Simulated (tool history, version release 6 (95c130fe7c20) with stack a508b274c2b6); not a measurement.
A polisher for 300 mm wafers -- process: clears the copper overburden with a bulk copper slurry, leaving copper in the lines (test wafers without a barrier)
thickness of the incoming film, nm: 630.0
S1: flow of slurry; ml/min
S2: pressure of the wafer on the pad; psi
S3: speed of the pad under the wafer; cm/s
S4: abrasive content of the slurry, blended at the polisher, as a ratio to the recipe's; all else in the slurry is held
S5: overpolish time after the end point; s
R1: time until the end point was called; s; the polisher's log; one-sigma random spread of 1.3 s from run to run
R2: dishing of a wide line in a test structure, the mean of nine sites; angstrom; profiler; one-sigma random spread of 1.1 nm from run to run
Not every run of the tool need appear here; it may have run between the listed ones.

run,day,S1,S2,S3,S4,S5,R1,R2
1,0,120,1.9,122,1,10,106.21,428.97
2,0.371,115,1.9,122,1,11,106.59,443.74
3,0.662,110,1.8,122,1,12,110.59,458.65
4,0.788,110,1.8,146,1,12,98.617,517.01
5,0.858,105,1.7,146,1,13,103.95,524.82
6,1.104,105,1.6,146,1,13,108.97,503.77

Estimate the outcome of run 7 from the log above:
7,1.333,105,1.5,146,1,13,?,?

Run 7 produced R1 116.5 s, R2 471.53 angstrom.
